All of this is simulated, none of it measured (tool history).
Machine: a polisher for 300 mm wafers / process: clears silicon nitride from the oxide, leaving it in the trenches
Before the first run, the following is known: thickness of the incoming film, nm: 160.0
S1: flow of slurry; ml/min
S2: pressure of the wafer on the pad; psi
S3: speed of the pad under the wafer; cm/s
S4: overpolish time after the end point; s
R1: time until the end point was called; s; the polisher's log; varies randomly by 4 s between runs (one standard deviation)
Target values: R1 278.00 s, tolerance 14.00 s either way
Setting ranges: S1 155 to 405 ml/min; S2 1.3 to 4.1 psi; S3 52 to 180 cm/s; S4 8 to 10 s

{"run": 1, "hour": 0.0, "S1": 260, "S2": 2.7, "S3": 116, "S4": 10, "R1": 209.17}
{"run": 2, "hour": 5.1, "S1": 260, "S2": 2.6, "S3": 116, "S4": 10, "R1": 219.18}
{"run": 3, "hour": 9.2, "S1": 260, "S2": 2.6, "S3": 116, "S4": 8, "R1": 217.49}
{"run": 4, "hour": 11.7, "S1": 195, "S2": 2.6, "S3": 116, "S4": 8, "R1": 223.62}
{"run": 5, "hour": 12.8, "S1": 195, "S2": 2.5, "S3": 116, "S4": 8, "R1": 231.52}
{"hour": 14.8, "done": "head pressure recalibrated"}
{"run": 6, "hour": 14.8, "S1": 195, "S2": 2.4, "S3": 116, "S4": 8, "R1": 215.02}
{"run": 7, "hour": 16.4, "S1": 195, "S2": 2.4, "S3": 110, "S4": 8, "R1": 228.62}
{"run": 8, "hour": 24.9, "S1": 195, "S2": 2.3, "S3": 106, "S4": 8, "R1": 251.49}
{"run": 9, "hour": 30.6, "S1": 195, "S2": 2.2, "S3": 106, "S4": 8, "R1": 251.76}
{"run": 10, "hour": 32.5, "S1": 195, "S2": 2.2, "S3": 106, "S4": 8, "R1": 262.98}
{"run": 11, "hour": 38.4, "S1": 195, "S2": 2.2, "S3": 106, "S4": 8, "R1": 245.55}

Which one of the following 4 next-run settings gets every result inside its allowed miss? There is exactly one.
{"run": "A", "hour": 44.3, "S1": 200, "S2": 2.1, "S3": 138, "S4": 10, "R1": "?"}
{"run": "B", "hour": 44.3, "S1": 190, "S2": 2.3, "S3": 124, "S4": 8, "R1": "?"}
{"run": "C", "hour": 44.3, "S1": 210, "S2": 2.3, "S3": 114, "S4": 8, "R1": "?"}
{"run": "D", "hour": 44.3, "S1": 205, "S2": 2.1, "S3": 102, "S4": 10, "R1": "?"}

move=A R1=202.11
move=B R1=206.30
move=C R1=222.10
move=D R1=270.50
A: further off than the last run
B: further off than the last run
C: further off than the last run
D: every result within its allowed miss
Correct choice: D, which meets every target

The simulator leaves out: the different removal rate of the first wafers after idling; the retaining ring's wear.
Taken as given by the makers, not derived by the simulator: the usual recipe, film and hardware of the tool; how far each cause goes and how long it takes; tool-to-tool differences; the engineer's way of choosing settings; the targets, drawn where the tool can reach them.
